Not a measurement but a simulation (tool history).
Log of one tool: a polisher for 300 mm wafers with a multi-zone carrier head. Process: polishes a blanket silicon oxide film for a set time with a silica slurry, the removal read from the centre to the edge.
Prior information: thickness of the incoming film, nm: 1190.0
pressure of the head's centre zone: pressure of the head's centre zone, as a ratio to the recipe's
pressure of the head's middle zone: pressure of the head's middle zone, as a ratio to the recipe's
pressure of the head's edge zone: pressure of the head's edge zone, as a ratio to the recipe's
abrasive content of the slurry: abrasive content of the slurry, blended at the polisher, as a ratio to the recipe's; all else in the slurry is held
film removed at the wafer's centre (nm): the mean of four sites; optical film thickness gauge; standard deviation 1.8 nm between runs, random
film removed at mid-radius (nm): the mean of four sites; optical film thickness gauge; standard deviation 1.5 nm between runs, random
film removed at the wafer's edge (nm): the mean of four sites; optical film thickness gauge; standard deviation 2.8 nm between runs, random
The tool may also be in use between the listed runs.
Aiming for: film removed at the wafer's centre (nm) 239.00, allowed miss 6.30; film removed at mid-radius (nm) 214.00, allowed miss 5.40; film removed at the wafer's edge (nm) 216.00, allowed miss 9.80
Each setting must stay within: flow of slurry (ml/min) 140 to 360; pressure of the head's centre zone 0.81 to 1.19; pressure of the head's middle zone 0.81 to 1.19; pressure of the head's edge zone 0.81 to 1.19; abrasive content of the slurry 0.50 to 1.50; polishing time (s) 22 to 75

| run | hour | flow of slurry (ml/min) | pressure of the head's centre zone | pressure of the head's middle zone | pressure of the head's edge zone | abrasive content of the slurry | polishing time (s) | film removed at the wafer's centre (nm) | film removed at mid-radius (nm) | film removed at the wafer's edge (nm) |
|---|---|---|---|---|---|---|---|---|---|---|
| 1 | 0.0 | 230 | 1.00 | 1.00 | 1.00 | 1.00 | 48 | 127.89 | 122.83 | 126.23 |
| 2 | 5.7 | 230 | 1.08 | 1.00 | 1.00 | 1.00 | 48 | 134.47 | 122.48 | 124.95 |
| 3 | 11.3 | 240 | 1.10 | 1.01 | 1.02 | 1.10 | 50 | 151.69 | 134.31 | 137.14 |
| 4 | 14.2 | 245 | 1.10 | 1.03 | 1.04 | 1.15 | 52 | 160.59 | 144.87 | 143.82 |
| 5 | 18.0 | 285 | 1.10 | 1.03 | 1.04 | 1.15 | 52 | 162.16 | 145.43 | 150.79 |
| 6 | 25.0 | 285 | 1.10 | 1.03 | 1.04 | 1.15 | 46 | 143.11 | 129.25 | 135.27 |
| 7 | 31.0 | 330 | 1.19 | 1.13 | 1.14 | 1.40 | 60 | 220.66 | 194.69 | 190.49 |
| 8 | 38.6 | 330 | 1.18 | 1.13 | 1.14 | 1.40 | 61 | 221.41 | 197.04 | 196.87 |

Which of these 4 next moves meets every target?
| A | 46.2 | 360 | 1.06 | 0.85 | 1.19 | 1.35 | 73 | ? | ? | ? |
| B | 46.2 | 330 | 1.05 | 0.85 | 1.19 | 1.45 | 72 | ? | ? | ? |
| C | 46.2 | 345 | 1.17 | 1.12 | 1.16 | 1.50 | 64 | ? | ? | ? |
| D | 46.2 | 340 | 1.13 | 0.87 | 1.19 | 1.45 | 72 | ? | ? | ? |

| move | film removed at the wafer's centre (nm) | film removed at mid-radius (nm) | film removed at the wafer's edge (nm) |
|---|---|---|---|
| A | 239.11 | 197.74 | 239.22 |
| B | 237.90 | 198.58 | 240.62 |
| C | 237.24 | 212.89 | 214.21 |
| D | 254.95 | 201.77 | 241.02 |
A: as far off as the last run
B: better than the last run, though not everything is in spec
C: every result lands within tolerance
D: better than the last run, though not everything is in spec
C meets every target.

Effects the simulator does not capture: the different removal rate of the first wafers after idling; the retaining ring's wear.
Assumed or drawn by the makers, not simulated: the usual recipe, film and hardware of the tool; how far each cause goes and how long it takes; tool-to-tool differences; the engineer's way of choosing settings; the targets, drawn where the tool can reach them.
